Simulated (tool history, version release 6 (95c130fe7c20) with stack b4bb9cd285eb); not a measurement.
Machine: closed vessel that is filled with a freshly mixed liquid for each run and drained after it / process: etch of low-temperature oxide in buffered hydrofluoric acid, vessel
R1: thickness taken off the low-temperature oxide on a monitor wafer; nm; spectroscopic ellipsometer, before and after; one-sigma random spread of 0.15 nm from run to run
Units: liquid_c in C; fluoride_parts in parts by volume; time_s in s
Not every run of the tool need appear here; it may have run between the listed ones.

{"run": 1, "hour": 0.0, "liquid_c": 24.0, "fluoride_parts": 22.5, "time_s": 30, "R1": 24.57}
{"run": 2, "hour": 1.1, "liquid_c": 23.5, "fluoride_parts": 22.5, "time_s": 30, "R1": 23.538}
{"run": 3, "hour": 8.8, "liquid_c": 23.5, "fluoride_parts": 19.0, "time_s": 30, "R1": 26.943}
{"run": 4, "hour": 15.1, "liquid_c": 22.5, "fluoride_parts": 19.0, "time_s": 30, "R1": 25.73}
{"run": 5, "hour": 18.4, "liquid_c": 21.5, "fluoride_parts": 19.0, "time_s": 30, "R1": 24.049}
{"run": 6, "hour": 21.3, "liquid_c": 21.5, "fluoride_parts": 14.0, "time_s": 30, "R1": 32.663}
{"run": 7, "hour": 24.7, "liquid_c": 20.5, "fluoride_parts": 14.5, "time_s": 30, "R1": 30.203}
{"run": 8, "hour": 30.9, "liquid_c": 19.5, "fluoride_parts": 15.5, "time_s": 30, "R1": 26.56}

Expected results for the next run?
{"run": 9, "hour": 33.4, "liquid_c": 19.0, "fluoride_parts": 16.0, "time_s": 30, "R1": "?"}

{"run 9": {"R1": 24.979}}

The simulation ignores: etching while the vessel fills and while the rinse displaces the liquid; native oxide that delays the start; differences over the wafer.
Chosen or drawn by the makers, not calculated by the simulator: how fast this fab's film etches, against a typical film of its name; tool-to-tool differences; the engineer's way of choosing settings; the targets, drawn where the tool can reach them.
